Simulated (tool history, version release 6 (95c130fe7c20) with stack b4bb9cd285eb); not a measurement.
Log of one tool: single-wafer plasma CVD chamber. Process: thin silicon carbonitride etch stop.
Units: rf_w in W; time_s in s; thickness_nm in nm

run,hour,rf_w,time_s,thickness_nm
1,0.0,240,10.4,6.2322
2,6.3,215,10.4,5.9138
3,9.1,215,11.8,6.6921
4,15.9,235,11.9,7.0059
5,24.7,235,12.9,7.5722
6,27.7,220,12.9,7.4803
7,35.6,230,12.9,7.5625
8,36.8,240,12.9,7.7088
9,43.2,245,12.9,7.7204

For run 10, what comes out?
10,47.7,250,12.9,?

{"run 10": {"thickness_nm": 7.8369}}
